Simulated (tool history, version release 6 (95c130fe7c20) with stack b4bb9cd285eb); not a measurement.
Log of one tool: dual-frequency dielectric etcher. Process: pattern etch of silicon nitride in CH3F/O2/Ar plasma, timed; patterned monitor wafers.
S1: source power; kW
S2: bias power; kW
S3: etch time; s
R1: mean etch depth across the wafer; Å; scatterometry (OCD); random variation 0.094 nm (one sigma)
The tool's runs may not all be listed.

{"run": 1, "hour": 0.0, "S1": 0.49, "S2": 0.077, "S3": 44.5, "R1": 344.92}
{"run": 2, "hour": 8.6, "S1": 0.51, "S2": 0.077, "S3": 44.5, "R1": 351.4}
{"run": 3, "hour": 14.1, "S1": 0.51, "S2": 0.077, "S3": 41, "R1": 321.75}
{"run": 4, "hour": 21.4, "S1": 0.43, "S2": 0.077, "S3": 41, "R1": 303.94}
{"run": 5, "hour": 28.7, "S1": 0.43, "S2": 0.088, "S3": 41, "R1": 320.97}
{"run": 6, "hour": 33.0, "S1": 0.43, "S2": 0.101, "S3": 41, "R1": 336.59}
{"run": 7, "hour": 39.0, "S1": 0.45, "S2": 0.101, "S3": 41, "R1": 340.84}
{"run": 8, "hour": 41.5, "S1": 0.47, "S2": 0.101, "S3": 41, "R1": 345.47}
{"run": 9, "hour": 47.5, "S1": 0.49, "S2": 0.101, "S3": 41, "R1": 351.02}
{"run": 10, "hour": 55.2, "S1": 0.5, "S2": 0.101, "S3": 41, "R1": 352.95}

Run 11 comes next. What will it give?
{"run": 11, "hour": 56.5, "S1": 0.51, "S2": 0.101, "S3": 41, "R1": "?"}

R1: 356.17 Å
